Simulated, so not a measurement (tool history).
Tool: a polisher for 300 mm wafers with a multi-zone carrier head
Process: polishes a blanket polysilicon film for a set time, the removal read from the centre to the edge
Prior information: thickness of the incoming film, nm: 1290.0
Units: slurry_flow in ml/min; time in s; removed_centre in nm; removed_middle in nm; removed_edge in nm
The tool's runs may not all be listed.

{"run": 1, "day": 0.0, "slurry_flow": 130, "centre_zone": 1, "middle_zone": 1, "edge_zone": 1, "time": 38, "removed_centre": 385.03, "removed_middle": 413.93, "removed_edge": 441.72}
{"run": 2, "day": 0.125, "slurry_flow": 130, "centre_zone": 1, "middle_zone": 1, "edge_zone": 1, "time": 45, "removed_centre": 449.74, "removed_middle": 488.18, "removed_edge": 512.19}
{"run": 3, "day": 0.275, "slurry_flow": 130, "centre_zone": 1, "middle_zone": 1, "edge_zone": 1, "time": 49, "removed_centre": 507.06, "removed_middle": 538.89, "removed_edge": 556.04}
{"run": 4, "day": 0.467, "slurry_flow": 130, "centre_zone": 1, "middle_zone": 1, "edge_zone": 1.06, "time": 49, "removed_centre": 497.21, "removed_middle": 535.31, "removed_edge": 564.63}
{"day": 0.629, "done": "centre zone pressure recalibrated"}
{"run": 5, "day": 0.629, "slurry_flow": 125, "centre_zone": 1, "middle_zone": 0.99, "edge_zone": 1.02, "time": 46, "removed_centre": 497.59, "removed_middle": 487.24, "removed_edge": 509.46}
{"run": 6, "day": 0.7, "slurry_flow": 125, "centre_zone": 0.96, "middle_zone": 0.98, "edge_zone": 1, "time": 44, "removed_centre": 452.3, "removed_middle": 468, "removed_edge": 494.78}
{"run": 7, "day": 0.879, "slurry_flow": 95, "centre_zone": 0.95, "middle_zone": 0.96, "edge_zone": 0.9, "time": 35, "removed_centre": 325.66, "removed_middle": 336.56, "removed_edge": 355.56}
{"run": 8, "day": 1.108, "slurry_flow": 105, "centre_zone": 0.95, "middle_zone": 0.96, "edge_zone": 0.91, "time": 35, "removed_centre": 337.82, "removed_middle": 345.63, "removed_edge": 364.06}

Predict the results of run 9:
{"run": 9, "day": 1.154, "slurry_flow": 110, "centre_zone": 0.95, "middle_zone": 0.96, "edge_zone": 0.92, "time": 35, "removed_centre": "?", "removed_middle": "?", "removed_edge": "?"}

{"run 9": {"removed_centre": 343.62, "removed_middle": 356.28, "removed_edge": 368.06}}

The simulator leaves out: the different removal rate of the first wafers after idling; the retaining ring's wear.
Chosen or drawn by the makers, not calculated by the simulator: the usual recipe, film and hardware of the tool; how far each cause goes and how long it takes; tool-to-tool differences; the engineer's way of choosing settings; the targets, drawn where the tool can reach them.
